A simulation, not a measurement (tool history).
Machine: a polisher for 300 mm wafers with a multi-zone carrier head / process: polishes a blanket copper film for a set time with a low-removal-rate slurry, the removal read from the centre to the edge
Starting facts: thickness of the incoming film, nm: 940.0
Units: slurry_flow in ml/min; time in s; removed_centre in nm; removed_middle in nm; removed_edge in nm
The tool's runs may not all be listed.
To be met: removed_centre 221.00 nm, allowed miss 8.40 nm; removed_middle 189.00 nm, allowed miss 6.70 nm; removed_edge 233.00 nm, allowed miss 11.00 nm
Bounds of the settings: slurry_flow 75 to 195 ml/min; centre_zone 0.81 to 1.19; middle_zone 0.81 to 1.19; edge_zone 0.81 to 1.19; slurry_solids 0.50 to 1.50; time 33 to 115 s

run,hour,slurry_flow,centre_zone,middle_zone,edge_zone,slurry_solids,time,removed_centre,removed_middle,removed_edge
1,0.0,125,1.00,1.00,1.00,1.00,73,258.28,254.00,255.02
2,8.0,125,1.06,1.00,1.00,1.00,73,278.92,257.39,256.72
3,13.5,125,1.06,1.00,1.00,0.80,73,257.86,240.10,241.87
4,15.5,115,1.05,0.96,1.01,0.80,73,245.71,225.85,243.05
5,19.6,115,1.05,0.96,1.01,0.95,73,255.65,240.02,250.48
6,26.5,110,1.06,0.93,1.01,0.90,73,259.79,227.23,250.72
7,31.1,105,1.05,0.91,1.00,0.85,73,249.76,215.04,237.27
8,37.2,100,1.04,0.89,1.01,0.85,73,242.28,208.56,237.57
9,43.3,95,1.03,0.88,1.02,0.85,73,238.03,206.51,238.46
10,44.3,90,1.02,0.87,1.02,0.85,73,228.51,197.85,232.73
11,49.9,90,1.02,0.87,1.02,0.85,73,232.10,200.21,236.80
12,50.6,85,1.02,0.86,1.02,0.85,73,223.97,200.65,233.16
13,56.5,85,1.02,0.86,1.02,0.85,73,226.74,194.53,231.72

Below are 5 possible settings for the next run. Only one of them brings all results inside the allowed miss of their targets. Which is it?
A,62.4,95,1.05,0.90,1.00,0.95,70,?,?,?
B,62.4,75,1.04,0.81,1.15,0.60,80,?,?,?
C,62.4,115,1.08,0.86,0.98,0.80,68,?,?,?
D,62.4,90,1.02,0.84,1.06,0.80,72,?,?,?
E,62.4,75,1.09,0.93,1.04,1.05,70,?,?,?

move,removed_centre,removed_middle,removed_edge
A,236.38,207.97,239.12
B,215.84,177.95,245.50
C,237.92,194.62,226.75
D,221.14,189.79,239.04
E,232.33,204.55,239.00
A: the biggest miss grows against the last run
B: carries the result that was furthest off beyond its target, to the other side
C: brings the last run's worst result on target, with another outside its allowed miss
D: every result lands within tolerance
E: the biggest miss grows against the last run
Answer: D

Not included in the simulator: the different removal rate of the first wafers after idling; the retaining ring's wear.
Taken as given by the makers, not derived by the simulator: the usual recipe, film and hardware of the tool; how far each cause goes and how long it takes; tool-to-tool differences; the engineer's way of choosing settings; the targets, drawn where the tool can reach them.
